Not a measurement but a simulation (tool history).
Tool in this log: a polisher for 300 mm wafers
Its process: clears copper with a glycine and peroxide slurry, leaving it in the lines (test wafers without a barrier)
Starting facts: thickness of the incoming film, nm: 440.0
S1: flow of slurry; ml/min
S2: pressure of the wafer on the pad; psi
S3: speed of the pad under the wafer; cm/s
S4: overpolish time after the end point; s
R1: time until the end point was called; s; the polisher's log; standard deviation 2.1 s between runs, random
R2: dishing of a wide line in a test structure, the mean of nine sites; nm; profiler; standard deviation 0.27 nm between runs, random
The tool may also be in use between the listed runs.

run  hour   S1   S2  S3  S4      R1      R2
  1   0.0  205  2.4  76  29  127.18  50.655
  2   8.3  205  2.0  76  29  138.27  48.304
  3  15.7  155  2.0  76  29  143.22  47.450
  4  24.0  155  2.0  64  29  159.24  43.534
  5  29.5  155  2.0  64  25  162.12  39.062
  6  37.2  155  2.1  64  22  156.10  35.946

Run 7 comes next. What will it give?
  7  39.4  155  2.1  62  20   ?   ?

R1: 164.11 s
R2: 32.850 nm

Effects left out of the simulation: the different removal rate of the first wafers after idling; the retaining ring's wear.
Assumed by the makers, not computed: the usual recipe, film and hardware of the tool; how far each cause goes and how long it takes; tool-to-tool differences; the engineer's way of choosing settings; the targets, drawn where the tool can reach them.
